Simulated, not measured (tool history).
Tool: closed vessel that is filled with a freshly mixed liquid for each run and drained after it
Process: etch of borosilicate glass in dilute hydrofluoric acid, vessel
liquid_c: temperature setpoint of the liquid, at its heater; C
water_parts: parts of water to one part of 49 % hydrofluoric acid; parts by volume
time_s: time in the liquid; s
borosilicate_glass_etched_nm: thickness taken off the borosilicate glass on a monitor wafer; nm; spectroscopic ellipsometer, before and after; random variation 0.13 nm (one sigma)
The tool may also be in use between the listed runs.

| run | day | liquid_c | water_parts | time_s | borosilicate_glass_etched_nm |
|---|---|---|---|---|---|
| 1 | 0 | 22 | 145 | 30 | 7.6413 |
| 2 | 0.342 | 24.5 | 145 | 30 | 8.5163 |
| 3 | 0.646 | 24.5 | 145 | 30 | 8.4143 |
| 4 | 0.675 | 26 | 130 | 30 | 10.227 |
| 5 | 0.729 | 28.5 | 130 | 30 | 11.216 |
| 6 | 0.967 | 29 | 120 | 30 | 12.476 |
| 7 | 1.246 | 29 | 120 | 30 | 12.624 |
| 8 | 1.45 | 29.5 | 115 | 30 | 13.611 |

What will run 9 give?
| 9 | 1.642 | 29.5 | 110 | 30 | ? |

borosilicate_glass_etched_nm: 14.276 nm
